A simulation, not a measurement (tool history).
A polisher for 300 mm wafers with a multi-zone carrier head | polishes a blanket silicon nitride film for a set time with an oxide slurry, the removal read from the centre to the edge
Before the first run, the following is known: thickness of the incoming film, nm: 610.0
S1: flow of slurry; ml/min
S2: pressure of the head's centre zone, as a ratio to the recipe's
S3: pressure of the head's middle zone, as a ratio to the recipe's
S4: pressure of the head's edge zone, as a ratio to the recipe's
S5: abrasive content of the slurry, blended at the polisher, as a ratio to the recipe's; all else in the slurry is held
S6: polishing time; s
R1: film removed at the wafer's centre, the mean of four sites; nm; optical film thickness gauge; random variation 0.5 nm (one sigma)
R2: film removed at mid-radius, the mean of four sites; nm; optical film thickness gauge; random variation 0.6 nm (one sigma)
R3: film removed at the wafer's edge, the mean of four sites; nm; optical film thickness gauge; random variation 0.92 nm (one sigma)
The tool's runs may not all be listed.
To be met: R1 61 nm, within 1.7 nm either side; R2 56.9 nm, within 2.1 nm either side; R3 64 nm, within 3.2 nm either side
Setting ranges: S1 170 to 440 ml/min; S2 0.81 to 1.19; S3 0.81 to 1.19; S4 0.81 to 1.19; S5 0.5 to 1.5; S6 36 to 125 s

run    day   S1    S2    S3    S4    S5  S6      R1      R2      R3
  1      0  280     1     1     1     1  80  84.071  85.573  84.555
  2  0.029  280     1  1.03     1     1  80  83.293  87.751  85.123
  3  0.221  275  0.99  1.01     1  0.95  80  82.202  86.836  84.835
  4  0.525  225  0.99  1.01     1  0.95  80  80.411  85.414   83.41
  5  0.704  225  0.99  1.01     1   1.1  80  84.353  88.939  86.988
  6   1.05  230  0.99  0.99     1  1.05  79  81.787  86.455  84.885
  7  1.225  235  0.99  0.98  1.01     1  77  79.577  79.475  84.116
  8  1.433  210  0.93  0.91  0.91  0.75  74  64.587  66.481   67.54
  9  1.654  210  0.93   0.9  0.91  0.75  74  64.239  65.098  68.392
 10  2.025  210  0.93  0.89  0.91  0.75  74  64.492  65.058  68.882
 11  2.262  210  0.93  0.88  0.91  0.75  74  65.671  64.988   68.75
 12  2.517  210  0.93  0.87  0.91  0.75  74  64.602  64.791  67.482
 13  2.642  205  0.93  0.86  0.92  0.75  74  63.895  62.996  68.157

5 candidate next runs follow, results not yet known. Just one meets every target within its allowed miss. Identify it.
  A  2.767  200  0.95  1.01  0.82  0.8  67   ?   ?   ?
  B  2.767  170  0.97  0.85  0.95  0.7  70   ?   ?   ?
  C  2.767  185  1.13  0.85  0.86  1.1  56   ?   ?   ?
  D  2.767  255  1.05  0.95  0.85  0.8  60   ?   ?   ?
  E  2.767  210  1.03  0.92  0.86  0.7  64   ?   ?   ?

move      R1      R2      R3
   A  61.359  66.561  59.515
   B  61.732  56.982  63.325
   C  66.091  52.383  55.521
   D  62.198    57.9  55.145
   E  61.394  56.841  56.165
A: the biggest miss grows against the last run
B: all results land within tolerance of their targets
C: carries the result that was furthest off beyond its target, to the other side
D: brings the last run's worst result on target, with another outside its allowed miss
E: brings the last run's worst result on target, with another outside its allowed miss
The move that meets every target is B.

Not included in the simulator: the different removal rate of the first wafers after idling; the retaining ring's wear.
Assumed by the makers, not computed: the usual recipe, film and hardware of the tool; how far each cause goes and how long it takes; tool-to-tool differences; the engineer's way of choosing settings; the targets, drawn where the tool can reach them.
